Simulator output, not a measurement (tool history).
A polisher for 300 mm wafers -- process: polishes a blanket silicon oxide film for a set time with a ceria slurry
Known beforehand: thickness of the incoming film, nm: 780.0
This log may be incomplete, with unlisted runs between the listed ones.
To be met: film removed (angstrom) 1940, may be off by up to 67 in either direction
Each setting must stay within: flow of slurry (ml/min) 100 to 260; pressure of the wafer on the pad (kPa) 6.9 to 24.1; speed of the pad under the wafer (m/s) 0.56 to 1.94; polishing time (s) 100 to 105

run	hour	flow of slurry (ml/min)	pressure of the wafer on the pad (kPa)	speed of the pad under the wafer (m/s)	polishing time (s)	film removed (angstrom)
1	0	165	15.2	1.24	100	3320.1
2	7.1	165	11.7	1.24	100	2720.7
3	10.6	165	11.7	1.24	100	2785.2
4	17.1	160	10.3	1.22	100	2553.9
5	24.5	160	12.4	1.22	100	2827.1
6	32.5	160	11	1.2	100	2524.7
7	33.9	145	6.9	1.18	100	1875.7
8	41.1	150	6.9	1.18	100	1850.9

Pick the move, out of 5, that brings all results within their allowed miss; only one does.
A	48.3	130	7.6	1.1	100	?
B	48.3	225	7.6	1.02	105	?
C	48.3	145	6.9	1.1	101	?
D	48.3	175	6.9	1.06	100	?
E	48.3	240	6.9	1.06	100	?

move	film removed (angstrom)
A	1790.2
B	1918.7
C	1754.2
D	1734.1
E	1810.6
A: misses by more than the last run did
B: all results in spec
C: misses by more than the last run did
D: misses by more than the last run did
E: misses by more than the last run did
Answer: B
